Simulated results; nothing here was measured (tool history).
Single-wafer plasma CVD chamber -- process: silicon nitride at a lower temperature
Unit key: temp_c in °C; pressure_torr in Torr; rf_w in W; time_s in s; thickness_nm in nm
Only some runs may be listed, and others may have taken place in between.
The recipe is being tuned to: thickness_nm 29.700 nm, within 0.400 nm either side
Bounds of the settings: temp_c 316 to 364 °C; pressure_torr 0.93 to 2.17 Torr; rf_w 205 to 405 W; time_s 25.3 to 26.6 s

{"run": 1, "hour": 0.0, "temp_c": 340, "pressure_torr": 1.55, "rf_w": 305, "time_s": 26.6, "thickness_nm": 34.837}
{"run": 2, "hour": 4.9, "temp_c": 340, "pressure_torr": 1.39, "rf_w": 295, "time_s": 26.6, "thickness_nm": 33.084}
{"run": 3, "hour": 10.1, "temp_c": 336, "pressure_torr": 1.39, "rf_w": 295, "time_s": 26.6, "thickness_nm": 33.261}
{"run": 4, "hour": 11.0, "temp_c": 336, "pressure_torr": 1.39, "rf_w": 315, "time_s": 26.6, "thickness_nm": 34.271}
{"run": 5, "hour": 19.0, "temp_c": 336, "pressure_torr": 1.16, "rf_w": 315, "time_s": 26.6, "thickness_nm": 32.636}
{"run": 6, "hour": 26.7, "temp_c": 336, "pressure_torr": 1.38, "rf_w": 315, "time_s": 26.6, "thickness_nm": 34.265}
{"run": 7, "hour": 28.7, "temp_c": 336, "pressure_torr": 1.26, "rf_w": 305, "time_s": 26.6, "thickness_nm": 32.801}
{"run": 8, "hour": 30.2, "temp_c": 336, "pressure_torr": 1.17, "rf_w": 300, "time_s": 26.6, "thickness_nm": 31.952}
{"run": 9, "hour": 33.7, "temp_c": 336, "pressure_torr": 1.11, "rf_w": 295, "time_s": 26.6, "thickness_nm": 31.062}
{"run": 10, "hour": 40.3, "temp_c": 336, "pressure_torr": 1.06, "rf_w": 295, "time_s": 26.6, "thickness_nm": 30.659}
{"run": 11, "hour": 48.8, "temp_c": 336, "pressure_torr": 1.02, "rf_w": 295, "time_s": 26.6, "thickness_nm": 30.328}

Exactly one of the 5 candidate moves below puts every result within its allowed miss. Which one?
{"run": "A", "hour": 57.3, "temp_c": 335, "pressure_torr": 0.94, "rf_w": 325, "time_s": 26.6, "thickness_nm": "?"}
{"run": "B", "hour": 57.3, "temp_c": 340, "pressure_torr": 1.05, "rf_w": 295, "time_s": 25.3, "thickness_nm": "?"}
{"run": "C", "hour": 57.3, "temp_c": 341, "pressure_torr": 1.16, "rf_w": 290, "time_s": 26.5, "thickness_nm": "?"}
{"run": "D", "hour": 57.3, "temp_c": 338, "pressure_torr": 0.95, "rf_w": 295, "time_s": 26.6, "thickness_nm": "?"}
{"run": "E", "hour": 57.3, "temp_c": 337, "pressure_torr": 1.26, "rf_w": 295, "time_s": 25.7, "thickness_nm": "?"}

move=A thickness_nm=31.085
move=B thickness_nm=29.006
move=C thickness_nm=31.042
move=D thickness_nm=29.567
move=E thickness_nm=31.194
A: misses by more than the last run did
B: takes the biggest miss from the last run beyond its target
C: misses by more than the last run did
D: hits every target within its allowed miss
E: misses by more than the last run did
The right move is D.
